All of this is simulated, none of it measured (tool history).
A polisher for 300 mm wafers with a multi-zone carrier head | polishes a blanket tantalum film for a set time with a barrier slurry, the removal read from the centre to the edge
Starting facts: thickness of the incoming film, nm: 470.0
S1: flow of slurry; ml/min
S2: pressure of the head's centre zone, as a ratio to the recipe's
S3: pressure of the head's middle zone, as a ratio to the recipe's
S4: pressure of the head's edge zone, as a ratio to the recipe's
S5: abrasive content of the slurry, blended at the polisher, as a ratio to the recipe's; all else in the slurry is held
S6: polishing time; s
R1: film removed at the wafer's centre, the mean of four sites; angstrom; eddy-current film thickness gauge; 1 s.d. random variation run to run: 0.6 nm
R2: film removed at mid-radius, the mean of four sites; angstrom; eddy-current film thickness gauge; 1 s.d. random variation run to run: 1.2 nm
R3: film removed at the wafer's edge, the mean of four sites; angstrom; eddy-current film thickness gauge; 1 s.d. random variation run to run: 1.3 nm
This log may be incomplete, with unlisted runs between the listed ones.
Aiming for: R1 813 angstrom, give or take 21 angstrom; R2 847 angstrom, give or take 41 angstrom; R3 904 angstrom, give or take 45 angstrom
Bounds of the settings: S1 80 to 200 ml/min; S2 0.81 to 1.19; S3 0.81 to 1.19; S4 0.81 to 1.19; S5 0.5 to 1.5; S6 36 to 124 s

| run | hour | S1 | S2 | S3 | S4 | S5 | S6 | R1 | R2 | R3 |
|---|---|---|---|---|---|---|---|---|---|---|
| 1 | 0 | 130 | 1 | 1 | 1 | 1 | 79 | 1253 | 1478.9 | 1405.3 |
| 2 | 8.6 | 125 | 1 | 0.98 | 0.99 | 0.95 | 77 | 1199.8 | 1371.3 | 1338.9 |
| 3 | 14.8 | 125 | 0.99 | 0.97 | 0.97 | 0.9 | 75 | 1148.1 | 1309 | 1262.9 |
| 4 | 19.4 | 120 | 0.98 | 0.95 | 0.96 | 0.85 | 74 | 1092 | 1239.8 | 1249.7 |
| 5 | 23.6 | 120 | 0.98 | 0.94 | 0.95 | 0.8 | 72 | 1042.2 | 1175.5 | 1187.6 |
| 6 | 28.4 | 120 | 0.98 | 0.94 | 0.9 | 0.8 | 72 | 1057 | 1158.6 | 1163.6 |
| 7 | 29.8 | 120 | 0.98 | 0.93 | 0.89 | 0.75 | 70 | 1002.5 | 1110.9 | 1103.6 |
|  | 35.1 | centre zone pressure recalibrated |
| 8 | 35.1 | 120 | 0.98 | 0.92 | 0.88 | 0.7 | 69 | 1090.1 | 1110.2 | 1059.2 |
| 9 | 39.9 | 115 | 0.97 | 0.91 | 0.88 | 0.7 | 68 | 1039.1 | 1056.2 | 1042.6 |
| 10 | 42.4 | 110 | 0.95 | 0.9 | 0.89 | 0.7 | 67 | 990.68 | 1017.8 | 1040.3 |
| 11 | 49 | 105 | 0.94 | 0.9 | 0.89 | 0.7 | 66 | 946.86 | 990.53 | 1020.6 |
| 12 | 50.1 | 105 | 0.93 | 0.9 | 0.89 | 0.65 | 66 | 917.33 | 939.71 | 980.2 |
| 13 | 52.9 | 105 | 0.92 | 0.9 | 0.89 | 0.65 | 66 | 925.86 | 945.94 | 978.57 |
| 14 | 57.9 | 105 | 0.91 | 0.9 | 0.89 | 0.65 | 66 | 901.8 | 942.64 | 972.26 |
| 15 | 61.2 | 105 | 0.9 | 0.9 | 0.89 | 0.65 | 66 | 882.93 | 954.21 | 994.52 |

Exercise: of the 4 proposed moves below, exactly one satisfies all targets within the stated allowed misses. Which move is it?
| A | 64.5 | 125 | 0.93 | 1.15 | 0.81 | 0.55 | 53 | ? | ? | ? |
| B | 64.5 | 125 | 0.93 | 1 | 0.85 | 0.75 | 64 | ? | ? | ? |
| C | 64.5 | 85 | 1.01 | 0.9 | 0.85 | 0.5 | 69 | ? | ? | ? |
| D | 64.5 | 80 | 0.92 | 0.88 | 0.87 | 0.6 | 67 | ? | ? | ? |

| move | R1 | R2 | R3 |
|---|---|---|---|
| A | 755.56 | 972.91 | 759.63 |
| B | 974.02 | 1114.3 | 1003.4 |
| C | 907.66 | 892.26 | 914.76 |
| D | 809.84 | 862.83 | 918.7 |
A: takes the biggest miss from the last run beyond its target
B: moves away from the targets compared with the last run
C: moves away from the targets compared with the last run
D: meets every target
The move that meets every target is D.

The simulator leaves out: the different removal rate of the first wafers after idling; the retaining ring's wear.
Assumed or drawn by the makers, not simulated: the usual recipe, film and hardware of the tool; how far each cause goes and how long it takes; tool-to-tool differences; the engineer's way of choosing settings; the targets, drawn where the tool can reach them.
